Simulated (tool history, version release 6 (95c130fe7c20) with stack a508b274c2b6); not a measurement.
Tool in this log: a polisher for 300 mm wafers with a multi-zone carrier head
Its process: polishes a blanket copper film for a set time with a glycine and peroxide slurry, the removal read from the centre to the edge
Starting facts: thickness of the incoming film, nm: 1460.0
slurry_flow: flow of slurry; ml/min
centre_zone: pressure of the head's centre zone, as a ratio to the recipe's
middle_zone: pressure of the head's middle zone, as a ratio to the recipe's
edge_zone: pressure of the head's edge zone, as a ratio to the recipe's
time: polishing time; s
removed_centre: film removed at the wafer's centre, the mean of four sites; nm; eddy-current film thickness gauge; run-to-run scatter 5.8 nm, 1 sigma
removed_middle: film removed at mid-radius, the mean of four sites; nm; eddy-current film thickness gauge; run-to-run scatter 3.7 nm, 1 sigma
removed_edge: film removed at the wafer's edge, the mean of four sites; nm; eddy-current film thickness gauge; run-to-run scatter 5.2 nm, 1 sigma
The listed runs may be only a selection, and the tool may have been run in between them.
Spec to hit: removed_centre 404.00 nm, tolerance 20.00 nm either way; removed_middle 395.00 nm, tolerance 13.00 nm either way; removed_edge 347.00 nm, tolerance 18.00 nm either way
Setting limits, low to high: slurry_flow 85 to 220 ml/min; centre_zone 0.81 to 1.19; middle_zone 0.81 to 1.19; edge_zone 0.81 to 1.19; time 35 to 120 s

| run | hour | slurry_flow | centre_zone | middle_zone | edge_zone | time | removed_centre | removed_middle | removed_edge |
|---|---|---|---|---|---|---|---|---|---|
| 1 | 0.0 | 140 | 1.00 | 1.00 | 1.00 | 77 | 503.11 | 509.59 | 512.99 |
| 2 | 5.8 | 140 | 1.00 | 1.00 | 1.00 | 88 | 558.54 | 586.97 | 604.95 |
| 3 | 12.6 | 140 | 1.00 | 1.00 | 0.98 | 83 | 532.47 | 553.11 | 558.63 |
| 4 | 14.9 | 140 | 1.00 | 1.00 | 0.98 | 92 | 580.30 | 615.79 | 622.87 |
| 5 | 18.2 | 140 | 1.00 | 1.00 | 0.96 | 87 | 551.84 | 579.60 | 575.85 |
| 6 | 24.3 | 140 | 1.00 | 1.00 | 0.96 | 68 | 431.62 | 456.52 | 462.37 |
| 7 | 32.9 | 140 | 1.03 | 1.01 | 0.95 | 65 | 428.43 | 435.66 | 447.07 |
| 8 | 40.1 | 160 | 1.13 | 1.11 | 0.85 | 45 | 340.29 | 331.78 | 291.46 |
| 9 | 45.3 | 165 | 1.13 | 1.12 | 0.87 | 46 | 354.10 | 345.91 | 302.29 |
|  | 49.5 | slurry nozzle cleaned |
| 10 | 49.5 | 205 | 1.14 | 1.16 | 0.97 | 48 | 423.10 | 413.28 | 350.90 |
| 11 | 58.2 | 195 | 1.13 | 1.15 | 0.97 | 48 | 415.25 | 410.13 | 358.61 |
| 12 | 62.7 | 190 | 1.13 | 1.15 | 0.96 | 48 | 405.42 | 403.13 | 361.89 |

Which one of the following 5 next-run settings gets every result inside its allowed miss? There is exactly one.
| A | 67.2 | 170 | 1.17 | 1.11 | 1.07 | 50 | ? | ? | ? |
| B | 67.2 | 125 | 1.19 | 1.10 | 1.11 | 51 | ? | ? | ? |
| C | 67.2 | 125 | 1.14 | 1.12 | 1.12 | 51 | ? | ? | ? |
| D | 67.2 | 200 | 1.11 | 1.19 | 0.88 | 49 | ? | ? | ? |
| E | 67.2 | 180 | 1.14 | 1.15 | 0.98 | 46 | ? | ? | ? |

| move | removed_centre | removed_middle | removed_edge |
|---|---|---|---|
| A | 438.89 | 411.89 | 381.64 |
| B | 426.00 | 393.56 | 378.53 |
| C | 408.29 | 398.94 | 379.75 |
| D | 420.05 | 436.11 | 355.26 |
| E | 397.71 | 392.72 | 342.19 |
A: the biggest miss grows against the last run
B: the biggest miss grows against the last run
C: the biggest miss grows against the last run
D: puts the biggest miss on target and leaves a different result outside tolerance
E: meets every target
Answer: E
